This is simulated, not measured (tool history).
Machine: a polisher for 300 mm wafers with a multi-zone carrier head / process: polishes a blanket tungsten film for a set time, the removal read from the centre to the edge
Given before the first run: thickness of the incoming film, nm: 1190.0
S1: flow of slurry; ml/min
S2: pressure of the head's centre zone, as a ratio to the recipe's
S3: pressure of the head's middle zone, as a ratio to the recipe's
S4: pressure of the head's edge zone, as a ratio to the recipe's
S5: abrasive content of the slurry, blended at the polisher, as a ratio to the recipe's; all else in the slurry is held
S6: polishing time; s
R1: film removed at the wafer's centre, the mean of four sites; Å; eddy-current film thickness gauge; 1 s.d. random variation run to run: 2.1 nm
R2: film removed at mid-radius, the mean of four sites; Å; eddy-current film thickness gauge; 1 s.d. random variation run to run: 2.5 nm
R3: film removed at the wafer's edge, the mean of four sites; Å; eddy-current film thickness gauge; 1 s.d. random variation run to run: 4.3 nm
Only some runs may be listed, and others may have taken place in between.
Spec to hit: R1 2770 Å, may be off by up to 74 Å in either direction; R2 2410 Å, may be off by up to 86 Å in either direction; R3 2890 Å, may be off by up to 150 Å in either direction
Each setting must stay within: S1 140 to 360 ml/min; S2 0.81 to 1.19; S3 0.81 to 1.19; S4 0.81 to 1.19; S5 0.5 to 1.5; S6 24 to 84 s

run  hour   S1    S2    S3    S4    S5  S6      R1      R2      R3
  1     0  230     1     1     1     1  54  2816.2  2733.1  2904.8
  2   3.3  230  0.96     1     1     1  54  2738.1  2758.8  2909.8
  3   7.6  220  0.97  0.96  1.01     1  54  2694.5  2689.2  2862.1
  4  13.4  230     1  0.92  1.05  0.95  54  2788.6  2583.3  2810.4
  5  14.5  230     1  0.92  1.05  0.95  44  2254.4  2095.9  2361.8
  6  15.8  230     1  0.92  1.05  0.85  44  2183.5  2007.6  2288.7
  7  20.7  240  1.01  0.91  1.09  0.95  45  2356.7    2110    2501
  8    24  305  1.08  0.97  1.19   1.1  45  2714.4  2352.2  2724.4

Which single option among these 5 for the next run brings every result within its allowed miss of target? Just one does.
  A  27.3  275  1.08  0.93  1.19  1.05  48   ?   ?   ?
  B  27.3  335  1.01     1  1.19     1  48   ?   ?   ?
  C  27.3  330  1.12  1.03  1.17   1.2  46   ?   ?   ?
  D  27.3  310  1.09  0.96  1.16  1.15  43   ?   ?   ?
  E  27.3  330  0.96  0.89  1.19  1.05  47   ?   ?   ?

move      R1      R2      R3
   A  2810.1  2403.3    2892
   B  2677.2  2572.1  2895.2
   C    2944  2650.9  2885.5
   D  2638.3    2295  2644.8
   E  2537.8  2312.6    2874
A: each result inside its tolerance
B: corrects the largest miss of the last run, while another result sits out of spec
C: corrects the largest miss of the last run, while another result sits out of spec
D: the biggest miss grows against the last run
E: corrects the largest miss of the last run, while another result sits out of spec
Correct choice: A, which meets every target
